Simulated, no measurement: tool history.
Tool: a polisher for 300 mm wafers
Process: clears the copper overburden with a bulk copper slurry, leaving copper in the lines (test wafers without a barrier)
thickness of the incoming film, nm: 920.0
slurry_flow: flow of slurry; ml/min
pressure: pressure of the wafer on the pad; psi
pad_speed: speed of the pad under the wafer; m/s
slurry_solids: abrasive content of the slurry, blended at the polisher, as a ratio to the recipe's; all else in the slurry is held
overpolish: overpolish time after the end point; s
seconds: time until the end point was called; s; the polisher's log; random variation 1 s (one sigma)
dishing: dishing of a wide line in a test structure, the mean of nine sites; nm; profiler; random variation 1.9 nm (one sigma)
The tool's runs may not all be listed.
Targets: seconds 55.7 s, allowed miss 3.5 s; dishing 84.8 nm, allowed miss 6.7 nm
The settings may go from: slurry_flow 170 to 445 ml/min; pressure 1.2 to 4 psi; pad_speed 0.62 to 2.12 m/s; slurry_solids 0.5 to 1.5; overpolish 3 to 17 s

| run | hour | slurry_flow | pressure | pad_speed | slurry_solids | overpolish | seconds | dishing |
|---|---|---|---|---|---|---|---|---|
| 1 | 0 | 285 | 2.6 | 1.36 | 1 | 9 | 70.906 | 63.303 |
| 2 | 5.8 | 285 | 2.2 | 1.36 | 1 | 9 | 83.058 | 55.875 |
| 3 | 7.6 | 285 | 2.3 | 1.36 | 1 | 9 | 80.217 | 58.696 |
| 4 | 11.8 | 285 | 2.6 | 1.36 | 1 | 9 | 70.292 | 66.667 |
| 5 | 15.1 | 245 | 2.6 | 1.36 | 1 | 9 | 72.186 | 64.874 |
| 6 | 20.1 | 245 | 2.7 | 1.36 | 1 | 9 | 69.305 | 65.28 |
| 7 | 23.7 | 245 | 2.8 | 1.36 | 1 | 9 | 69.775 | 67.762 |
| 8 | 27.5 | 250 | 2.9 | 1.36 | 1 | 9 | 65.205 | 66.058 |
| 9 | 30.3 | 250 | 2.9 | 1.36 | 1 | 9 | 63.463 | 72.206 |
| 10 | 38.4 | 255 | 3.1 | 1.36 | 1 | 9 | 61.816 | 70.249 |

4 next moves are on the table. One of them brings every result within its allowed miss. Which?
| A | 46.5 | 265 | 3.4 | 1.34 | 1 | 10 | ? | ? |
| B | 46.5 | 300 | 3.1 | 1.58 | 0.95 | 5 | ? | ? |
| C | 46.5 | 220 | 2.9 | 1.38 | 1 | 14 | ? | ? |
| D | 46.5 | 290 | 3.2 | 1.1 | 1.05 | 9 | ? | ? |

| move | seconds | dishing |
|---|---|---|
| A | 56.449 | 82.614 |
| B | 54.416 | 51.977 |
| C | 65.117 | 90.492 |
| D | 68.537 | 67.669 |
A: meets every target
B: further off than the last run
C: brings the result that was furthest off to its target, and leaves another outside
D: further off than the last run
Answer: A
